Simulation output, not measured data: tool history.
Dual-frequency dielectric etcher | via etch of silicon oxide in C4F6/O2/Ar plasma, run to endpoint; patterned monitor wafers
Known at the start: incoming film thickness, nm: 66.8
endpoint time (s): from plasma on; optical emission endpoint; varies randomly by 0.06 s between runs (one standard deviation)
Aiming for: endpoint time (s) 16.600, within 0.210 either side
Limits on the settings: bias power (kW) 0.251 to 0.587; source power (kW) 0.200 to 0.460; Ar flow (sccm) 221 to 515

Run 1, hour 0.0: bias power (kW) 0.419, source power (kW) 0.330, Ar flow (sccm) 368. Result: endpoint time (s) 18.040.
Run 2, hour 8.0: bias power (kW) 0.419, source power (kW) 0.330, Ar flow (sccm) 428. Result: endpoint time (s) 18.207.
Run 3, hour 10.2: bias power (kW) 0.449, source power (kW) 0.330, Ar flow (sccm) 428. Result: endpoint time (s) 17.893.
Run 4, hour 18.8: bias power (kW) 0.477, source power (kW) 0.330, Ar flow (sccm) 428. Result: endpoint time (s) 17.684.
Run 5, hour 24.4: bias power (kW) 0.402, source power (kW) 0.330, Ar flow (sccm) 428. Result: endpoint time (s) 18.505.
Run 6, hour 32.9: bias power (kW) 0.369, source power (kW) 0.330, Ar flow (sccm) 428. Result: endpoint time (s) 18.934.
Run 7, hour 33.6: bias power (kW) 0.420, source power (kW) 0.330, Ar flow (sccm) 427. Result: endpoint time (s) 18.319.
Run 8, hour 34.6: bias power (kW) 0.459, source power (kW) 0.330, Ar flow (sccm) 427. Result: endpoint time (s) 17.798.
At hour 41.1: Ar flow controller replaced.
Run 9, hour 41.1: bias power (kW) 0.486, source power (kW) 0.330, Ar flow (sccm) 427. Result: endpoint time (s) 17.348.

Consider the 4 candidate settings below. Which is the only one whose results all fall within their allowed miss of target?
Run A, hour 47.6: bias power (kW) 0.456, source power (kW) 0.310, Ar flow (sccm) 415. Result: endpoint time (s) ?.
Run B, hour 47.6: bias power (kW) 0.432, source power (kW) 0.320, Ar flow (sccm) 458. Result: endpoint time (s) ?.
Run C, hour 47.6: bias power (kW) 0.509, source power (kW) 0.320, Ar flow (sccm) 466. Result: endpoint time (s) ?.
Run D, hour 47.6: bias power (kW) 0.479, source power (kW) 0.350, Ar flow (sccm) 318. Result: endpoint time (s) ?.

move  endpoint time (s)
   A             18.046
   B             18.342
   C             17.486
   D             16.684
A: moves away from the targets compared with the last run
B: moves away from the targets compared with the last run
C: moves away from the targets compared with the last run
D: all results in spec
D is the move that brings every result within its allowed miss.

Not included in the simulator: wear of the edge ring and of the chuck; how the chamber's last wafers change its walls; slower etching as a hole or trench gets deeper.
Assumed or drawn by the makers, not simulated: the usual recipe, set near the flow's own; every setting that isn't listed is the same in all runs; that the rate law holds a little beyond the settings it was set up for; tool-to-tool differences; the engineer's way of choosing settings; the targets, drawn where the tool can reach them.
